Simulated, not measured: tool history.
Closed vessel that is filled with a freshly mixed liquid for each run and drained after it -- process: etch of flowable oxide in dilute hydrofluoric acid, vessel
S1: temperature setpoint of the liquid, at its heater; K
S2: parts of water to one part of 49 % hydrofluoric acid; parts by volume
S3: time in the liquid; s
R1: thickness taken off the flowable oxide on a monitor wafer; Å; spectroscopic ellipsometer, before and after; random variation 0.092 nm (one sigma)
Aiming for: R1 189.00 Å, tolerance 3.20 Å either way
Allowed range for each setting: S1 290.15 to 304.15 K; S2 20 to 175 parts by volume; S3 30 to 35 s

| run | hour | S1 | S2 | S3 | R1 |
|---|---|---|---|---|---|
| 1 | 0.0 | 296.15 | 95 | 35 | 159.69 |
| 2 | 6.2 | 296.15 | 70 | 35 | 225.11 |
| 3 | 6.8 | 296.15 | 40 | 35 | 404.00 |
| 4 | 15.4 | 296.15 | 40 | 35 | 405.18 |
| 5 | 21.2 | 294.15 | 50 | 35 | 295.17 |
| 6 | 22.1 | 294.15 | 50 | 30 | 252.66 |
| 7 | 28.2 | 290.15 | 65 | 30 | 161.17 |
| 8 | 30.6 | 291.15 | 65 | 30 | 168.94 |
| 9 | 32.8 | 291.65 | 65 | 30 | 172.08 |

Below are 5 possible settings for the next run. Only one of them brings all results inside the allowed miss of their targets. Which is it?
| A | 35.0 | 292.15 | 70 | 35 | ? |
| B | 35.0 | 293.15 | 85 | 35 | ? |
| C | 35.0 | 290.15 | 70 | 30 | ? |
| D | 35.0 | 291.15 | 65 | 35 | ? |
| E | 35.0 | 292.65 | 60 | 30 | ? |

| move | R1 |
|---|---|
| A | 189.27 |
| B | 159.77 |
| C | 148.98 |
| D | 196.46 |
| E | 195.57 |
A: in spec on every target
B: its largest miss is bigger than the last run's
C: its largest miss is bigger than the last run's
D: moves the result that the last run missed by most past its target, out the other side
E: moves the result that the last run missed by most past its target, out the other side
Answer: A

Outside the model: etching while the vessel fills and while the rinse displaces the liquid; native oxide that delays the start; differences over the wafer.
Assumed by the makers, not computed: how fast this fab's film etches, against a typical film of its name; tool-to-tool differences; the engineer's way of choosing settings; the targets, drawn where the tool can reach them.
